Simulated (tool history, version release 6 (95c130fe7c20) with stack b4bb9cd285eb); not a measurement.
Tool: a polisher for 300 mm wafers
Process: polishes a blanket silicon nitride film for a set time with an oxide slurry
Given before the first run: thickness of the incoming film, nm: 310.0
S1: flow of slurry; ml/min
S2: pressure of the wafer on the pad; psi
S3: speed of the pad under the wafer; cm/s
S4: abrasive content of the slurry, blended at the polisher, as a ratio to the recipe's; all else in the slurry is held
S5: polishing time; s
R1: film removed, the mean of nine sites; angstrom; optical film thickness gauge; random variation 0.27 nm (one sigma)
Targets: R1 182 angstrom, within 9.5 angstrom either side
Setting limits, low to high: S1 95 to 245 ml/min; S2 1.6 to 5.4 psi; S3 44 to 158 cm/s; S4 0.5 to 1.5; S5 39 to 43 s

run,hour,S1,S2,S3,S4,S5,R1
1,0,155,3.5,100,1,43,223.96
2,1.5,155,3.4,100,1,43,229.19
3,2.4,180,3.4,100,1,43,226.75
4,4.5,180,3.3,100,1,43,223.07
5,7.6,180,3.2,100,1,43,213.68
6,12.3,180,3.1,100,1,43,213.21
7,18.9,180,3,100,1,43,210.36
8,26.6,180,2.9,100,1,43,201.42
9,27.6,180,2.8,100,1,43,199.61

Which of these 5 next moves meets every target?
A,28.6,220,2.9,96,1,39,?
B,28.6,135,2.4,86,0.85,43,?
C,28.6,180,3.2,92,1.05,43,?
D,28.6,195,3.1,112,1,39,?
E,28.6,180,2.7,102,1.1,43,?

move,R1
A,180.92
B,146.27
C,205.29
D,205.66
E,203.09
A: every result within its allowed miss
B: takes the biggest miss from the last run beyond its target
C: the biggest miss grows against the last run
D: the biggest miss grows against the last run
E: the biggest miss grows against the last run
Go with A: it meets all targets.

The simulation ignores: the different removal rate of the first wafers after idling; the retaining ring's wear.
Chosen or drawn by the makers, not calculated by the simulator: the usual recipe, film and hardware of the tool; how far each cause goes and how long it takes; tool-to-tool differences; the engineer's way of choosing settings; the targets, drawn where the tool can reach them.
